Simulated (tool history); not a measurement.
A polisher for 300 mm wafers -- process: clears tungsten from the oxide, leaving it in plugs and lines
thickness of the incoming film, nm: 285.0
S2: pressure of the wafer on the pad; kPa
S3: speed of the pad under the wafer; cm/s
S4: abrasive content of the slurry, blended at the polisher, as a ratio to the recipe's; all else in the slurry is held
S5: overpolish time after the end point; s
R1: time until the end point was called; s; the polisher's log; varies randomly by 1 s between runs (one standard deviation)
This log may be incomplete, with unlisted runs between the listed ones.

{"run": 1, "hour": 0.0, "flow of slurry (ml/min)": 260, "S2": 21.4, "S3": 98, "S4": 1.0, "S5": 41, "R1": 77.573}
{"run": 2, "hour": 8.4, "flow of slurry (ml/min)": 260, "S2": 21.4, "S3": 98, "S4": 1.15, "S5": 41, "R1": 75.718}
{"run": 3, "hour": 12.5, "flow of slurry (ml/min)": 260, "S2": 21.4, "S3": 98, "S4": 0.95, "S5": 41, "R1": 78.501}
{"run": 4, "hour": 21.2, "flow of slurry (ml/min)": 260, "S2": 21.4, "S3": 98, "S4": 0.95, "S5": 41, "R1": 79.095}
{"run": 5, "hour": 23.0, "flow of slurry (ml/min)": 260, "S2": 21.4, "S3": 98, "S4": 1.15, "S5": 41, "R1": 75.133}
{"run": 6, "hour": 24.3, "flow of slurry (ml/min)": 260, "S2": 21.4, "S3": 98, "S4": 1.35, "S5": 41, "R1": 74.988}
{"run": 7, "hour": 27.1, "flow of slurry (ml/min)": 260, "S2": 21.4, "S3": 98, "S4": 1.35, "S5": 41, "R1": 73.525}
{"run": 8, "hour": 30.4, "flow of slurry (ml/min)": 260, "S2": 19.3, "S3": 98, "S4": 1.35, "S5": 41, "R1": 81.83}
{"run": 9, "hour": 37.4, "flow of slurry (ml/min)": 260, "S2": 17.9, "S3": 98, "S4": 1.35, "S5": 41, "R1": 86.824}
{"run": 10, "hour": 40.2, "flow of slurry (ml/min)": 260, "S2": 16.5, "S3": 98, "S4": 1.35, "S5": 41, "R1": 93.345}
{"run": 11, "hour": 46.5, "flow of slurry (ml/min)": 260, "S2": 15.9, "S3": 98, "S4": 1.35, "S5": 41, "R1": 95.969}
{"run": 12, "hour": 51.2, "flow of slurry (ml/min)": 260, "S2": 15.2, "S3": 98, "S4": 1.35, "S5": 41, "R1": 103.83}

What will run 13 give?
{"run": 13, "hour": 55.1, "flow of slurry (ml/min)": 255, "S2": 12.4, "S3": 98, "S4": 1.35, "S5": 41, "R1": "?"}

R1: 125.400 s

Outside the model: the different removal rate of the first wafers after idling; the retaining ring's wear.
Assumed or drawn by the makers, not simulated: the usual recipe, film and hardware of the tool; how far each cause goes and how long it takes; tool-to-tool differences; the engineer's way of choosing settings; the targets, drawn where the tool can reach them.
